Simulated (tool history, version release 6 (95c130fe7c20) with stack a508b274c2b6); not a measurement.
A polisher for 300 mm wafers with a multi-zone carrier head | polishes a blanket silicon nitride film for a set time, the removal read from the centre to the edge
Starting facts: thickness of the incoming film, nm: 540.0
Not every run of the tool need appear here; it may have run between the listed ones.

run  hour  flow of slurry (ml/min)  pressure of the head's centre zone  pressure of the head's middle zone  pressure of the head's edge zone  polishing time (s)  film removed at the wafer's centre (angstrom)  film removed at mid-radius (angstrom)  film removed at the wafer's edge (angstrom)
  1   0.0                      290                                1.00                                1.00                              1.00                  35                                         472.49                                 469.95                                       467.40
  2   1.6                      290                                0.99                                1.01                              0.98                  34                                         452.42                                 454.40                                       457.52
  3   3.4                      290                                0.99                                1.01                              1.05                  34                                         453.12                                 457.47                                       464.63
  4   4.5                      290                                0.99                                1.01                              1.11                  34                                         454.17                                 454.22                                       482.64
  5  13.1                      290                                0.99                                1.02                              1.08                  33                                         444.22                                 445.36                                       462.92
  6  13.8                      290                                0.99                                1.03                              1.05                  32                                         428.39                                 433.80                                       443.07
  7  19.4                      290                                0.99                                1.04                              1.03                  31                                         404.88                                 421.74                                       424.73
  8  27.8                      290                                1.00                                1.05                              1.01                  30                                         402.80                                 416.89                                       402.63
  9  35.8                      275                                0.90                                1.02                              0.91                  24                                         290.08                                 329.26                                       307.74
 10  43.0                      280                                0.91                                1.03                              0.91                  24                                         289.26                                 321.93                                       313.62

What will run 11 give?
 11  45.1                      275                                0.92                                1.05                              0.90                  24                                              ?                                      ?                                            ?

Run 11 produced film removed at the wafer's centre (angstrom) 294.51, film removed at mid-radius (angstrom) 333.35, film removed at the wafer's edge (angstrom) 305.14.

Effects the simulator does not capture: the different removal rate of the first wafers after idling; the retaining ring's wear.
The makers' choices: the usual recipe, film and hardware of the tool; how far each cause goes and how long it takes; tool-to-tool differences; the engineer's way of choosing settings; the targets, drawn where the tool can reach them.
